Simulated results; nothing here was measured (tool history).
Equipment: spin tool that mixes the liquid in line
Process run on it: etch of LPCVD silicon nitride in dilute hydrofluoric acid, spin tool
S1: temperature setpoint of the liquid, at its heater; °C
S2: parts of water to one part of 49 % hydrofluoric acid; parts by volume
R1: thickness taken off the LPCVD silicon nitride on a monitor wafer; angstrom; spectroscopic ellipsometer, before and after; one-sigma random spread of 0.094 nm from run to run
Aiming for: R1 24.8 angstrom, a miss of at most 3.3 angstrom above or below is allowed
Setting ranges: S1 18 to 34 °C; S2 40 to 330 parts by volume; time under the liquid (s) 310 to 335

Run 1, day 0: S1 26 °C, S2 185 parts by volume, time under the liquid (s) 310. Result: R1 10.498 angstrom.
Run 2, day 0.104: S1 26 °C, S2 185 parts by volume, time under the liquid (s) 310. Result: R1 10.277 angstrom.
Run 3, day 0.25: S1 27 °C, S2 165 parts by volume, time under the liquid (s) 315. Result: R1 12.706 angstrom.
Run 4, day 0.512: S1 27.5 °C, S2 150 parts by volume, time under the liquid (s) 320. Result: R1 15.229 angstrom.
Run 5, day 0.779: S1 28 °C, S2 145 parts by volume, time under the liquid (s) 320. Result: R1 15.633 angstrom.
Run 6, day 0.988: S1 28.5 °C, S2 135 parts by volume, time under the liquid (s) 320. Result: R1 17.122 angstrom.
Run 7, day 1.158: S1 28.5 °C, S2 135 parts by volume, time under the liquid (s) 320. Result: R1 18.076 angstrom.
Run 8, day 1.254: S1 29 °C, S2 130 parts by volume, time under the liquid (s) 320. Result: R1 18.427 angstrom.
Run 9, day 1.592: S1 31 °C, S2 90 parts by volume, time under the liquid (s) 330. Result: R1 33.432 angstrom.
Run 10, day 1.688: S1 31 °C, S2 90 parts by volume, time under the liquid (s) 330. Result: R1 29.788 angstrom.
Run 11, day 2.038: S1 30.5 °C, S2 90 parts by volume, time under the liquid (s) 330. Result: R1 28.927 angstrom.

Exercise: of the 5 proposed moves below, exactly one satisfies all targets within the stated allowed misses. Which move is it?
Run A, day 2.388: S1 27 °C, S2 65 parts by volume, time under the liquid (s) 325. Result: R1 ?.
Run B, day 2.388: S1 34 °C, S2 110 parts by volume, time under the liquid (s) 335. Result: R1 ?.
Run C, day 2.388: S1 31.5 °C, S2 90 parts by volume, time under the liquid (s) 310. Result: R1 ?.
Run D, day 2.388: S1 30 °C, S2 115 parts by volume, time under the liquid (s) 335. Result: R1 ?.
Run E, day 2.388: S1 31 °C, S2 95 parts by volume, time under the liquid (s) 335. Result: R1 ?.

move      R1
   A  33.888
   B  32.005
   C  31.143
   D  23.939
   E  30.891
A: lands further from the targets than the last run did
B: lands further from the targets than the last run did
C: lands further from the targets than the last run did
D: all results land within tolerance of their targets
E: lands further from the targets than the last run did
Correct choice: D, which meets every target
